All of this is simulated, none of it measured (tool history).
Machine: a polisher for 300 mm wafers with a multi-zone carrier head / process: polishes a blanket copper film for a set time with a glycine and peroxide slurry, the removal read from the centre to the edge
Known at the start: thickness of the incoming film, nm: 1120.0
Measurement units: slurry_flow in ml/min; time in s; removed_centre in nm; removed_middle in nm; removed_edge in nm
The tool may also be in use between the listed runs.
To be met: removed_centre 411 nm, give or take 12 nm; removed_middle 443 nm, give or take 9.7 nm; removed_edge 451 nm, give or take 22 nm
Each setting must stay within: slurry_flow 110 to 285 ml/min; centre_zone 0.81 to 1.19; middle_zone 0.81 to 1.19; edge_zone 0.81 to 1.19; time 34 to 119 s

run 1 hour=0 | slurry_flow=180 centre_zone=1 middle_zone=1 edge_zone=1 time=76 | removed_centre=376.72 removed_middle=392.18 removed_edge=402.65
run 2 hour=8.7 | slurry_flow=190 centre_zone=1 middle_zone=1 edge_zone=1.01 time=76 | removed_centre=378.62 removed_middle=389.9 removed_edge=405.75
run 3 hour=9.2 | slurry_flow=190 centre_zone=1 middle_zone=1 edge_zone=1.01 time=64 | removed_centre=320.9 removed_middle=327.24 removed_edge=349.93
run 4 hour=17.6 | slurry_flow=170 centre_zone=1 middle_zone=1 edge_zone=1.01 time=64 | removed_centre=318.06 removed_middle=325.85 removed_edge=336.3
run 5 hour=24.1 | slurry_flow=180 centre_zone=1.01 middle_zone=1.02 edge_zone=1.02 time=65 | removed_centre=326.77 removed_middle=342.09 removed_edge=347.12
run 6 hour=26.4 | slurry_flow=180 centre_zone=1.01 middle_zone=1.02 edge_zone=1.02 time=81 | removed_centre=403.36 removed_middle=420.84 removed_edge=418.28
run 7 hour=27.6 | slurry_flow=185 centre_zone=1.01 middle_zone=1.02 edge_zone=1.02 time=81 | removed_centre=410.82 removed_middle=418.79 removed_edge=423.31
run 8 hour=36.5 | slurry_flow=190 centre_zone=1 middle_zone=1.02 edge_zone=1.02 time=81 | removed_centre=405.47 removed_middle=423.25 removed_edge=423.7
run 9 hour=44.8 | slurry_flow=195 centre_zone=1 middle_zone=1.02 edge_zone=1.02 time=81 | removed_centre=410.91 removed_middle=423.62 removed_edge=431.94

Which one of the following 4 next-run settings gets every result inside its allowed miss? There is exactly one.
run A hour=53.1 | slurry_flow=110 centre_zone=1.03 middle_zone=1.17 edge_zone=0.95 time=90 | removed_centre=? removed_middle=? removed_edge=?
run B hour=53.1 | slurry_flow=210 centre_zone=0.96 middle_zone=1.01 edge_zone=1 time=84 | removed_centre=? removed_middle=? removed_edge=?
run C hour=53.1 | slurry_flow=120 centre_zone=1.06 middle_zone=1.03 edge_zone=1 time=89 | removed_centre=? removed_middle=? removed_edge=?
run D hour=53.1 | slurry_flow=260 centre_zone=0.94 middle_zone=0.84 edge_zone=1.15 time=83 | removed_centre=? removed_middle=? removed_edge=?

move=A removed_centre=400.35 removed_middle=466.43 removed_edge=429.22
move=B removed_centre=408.52 removed_middle=442.85 removed_edge=455.84
move=C removed_centre=419.57 removed_middle=424.48 removed_edge=444.22
move=D removed_centre=407.13 removed_middle=385.87 removed_edge=495.94
A: carries the result that was furthest off beyond its target, to the other side
B: hits every target within its allowed miss
C: roughly where the last run was
D: further off than the last run
The right move is B.
